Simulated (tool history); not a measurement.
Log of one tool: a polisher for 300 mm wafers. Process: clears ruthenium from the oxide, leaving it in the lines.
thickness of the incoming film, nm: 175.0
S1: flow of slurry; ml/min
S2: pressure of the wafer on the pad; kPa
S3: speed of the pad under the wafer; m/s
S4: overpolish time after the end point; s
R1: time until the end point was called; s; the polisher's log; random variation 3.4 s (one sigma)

run 1 hour=0.0 | S1=205 S2=17.9 S3=1.16 S4=36 | R1=119.19
run 2 hour=3.2 | S1=205 S2=17.9 S3=0.88 S4=36 | R1=154.77
run 3 hour=5.7 | S1=165 S2=17.9 S3=0.88 S4=36 | R1=159.12
run 4 hour=12.2 | S1=165 S2=16.5 S3=0.88 S4=36 | R1=168.20
run 5 hour=13.0 | S1=165 S2=13.8 S3=0.88 S4=36 | R1=196.26
run 6 hour=17.7 | S1=165 S2=13.1 S3=0.88 S4=36 | R1=203.55
run 7 hour=18.4 | S1=165 S2=12.4 S3=0.88 S4=36 | R1=217.36
run 8 hour=23.3 | S1=165 S2=11.7 S3=0.88 S4=36 | R1=223.58

Forecast run 9:
run 9 hour=28.3 | S1=165 S2=11.0 S3=0.88 S4=36 | R1=?

R1: 232.59 s
